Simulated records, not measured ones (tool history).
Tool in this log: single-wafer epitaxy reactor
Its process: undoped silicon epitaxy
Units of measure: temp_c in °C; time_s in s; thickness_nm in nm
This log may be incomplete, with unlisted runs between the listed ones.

Run 1, hour 0: temp_c 630 °C, time_s 460 s. Result: thickness_nm 55.471 nm.
Run 2, hour 1.8: temp_c 624 °C, time_s 460 s. Result: thickness_nm 47.992 nm.
Run 3, hour 6.2: temp_c 620 °C, time_s 460 s. Result: thickness_nm 42.837 nm.
Run 4, hour 13.2: temp_c 617 °C, time_s 460 s. Result: thickness_nm 39.584 nm.
Run 5, hour 20: temp_c 615 °C, time_s 460 s. Result: thickness_nm 37.517 nm.
Run 6, hour 24.9: temp_c 615 °C, time_s 521 s. Result: thickness_nm 42.73 nm.
Run 7, hour 27.4: temp_c 606 °C, time_s 498 s. Result: thickness_nm 31.885 nm.
Run 8, hour 33.3: temp_c 607 °C, time_s 498 s. Result: thickness_nm 32.805 nm.

Run 9 is up next; what results do you expect?
Run 9, hour 35.8: temp_c 607 °C, time_s 498 s. Result: thickness_nm ?.

thickness_nm: 32.739 nm
